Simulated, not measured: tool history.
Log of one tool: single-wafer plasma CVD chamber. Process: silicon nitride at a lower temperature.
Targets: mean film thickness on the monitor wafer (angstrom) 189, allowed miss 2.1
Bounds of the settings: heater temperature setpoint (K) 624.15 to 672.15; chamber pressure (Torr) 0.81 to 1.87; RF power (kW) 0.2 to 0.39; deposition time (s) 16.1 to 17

| run | day | heater temperature setpoint (K) | chamber pressure (Torr) | RF power (kW) | deposition time (s) | mean film thickness on the monitor wafer (angstrom) |
|---|---|---|---|---|---|---|
| 1 | 0 | 648.15 | 1.34 | 0.295 | 17 | 174.91 |
| 2 | 0.062 | 648.15 | 1.42 | 0.295 | 17 | 178.04 |
| 3 | 0.275 | 656.15 | 1.42 | 0.295 | 17 | 177.79 |
| 4 | 0.367 | 656.15 | 1.48 | 0.295 | 17 | 180.32 |
| 5 | 0.521 | 656.15 | 1.53 | 0.295 | 17 | 183.06 |
| 6 | 0.588 | 665.15 | 1.53 | 0.295 | 17 | 182.44 |
|  | 0.767 | thermocouple changed; heater temperature recalibrated |
| 7 | 0.767 | 665.15 | 1.56 | 0.295 | 17 | 182.12 |
| 8 | 0.925 | 665.15 | 1.77 | 0.3 | 17 | 192.27 |

Which of these 5 next moves meets every target?
| A | 1.083 | 664.15 | 1.87 | 0.3 | 16.8 | ? |
| B | 1.083 | 668.15 | 1.71 | 0.32 | 16.5 | ? |
| C | 1.083 | 667.15 | 1.72 | 0.32 | 16.4 | ? |
| D | 1.083 | 663.15 | 1.72 | 0.32 | 16.3 | ? |
| E | 1.083 | 655.15 | 1.87 | 0.295 | 16.6 | ? |

| move | mean film thickness on the monitor wafer (angstrom) |
|---|---|
| A | 194.52 |
| B | 195.32 |
| C | 194.59 |
| D | 193.77 |
| E | 190.36 |
A: further off than the last run
B: further off than the last run
C: further off than the last run
D: further off than the last run
E: meets every target
Answer: E
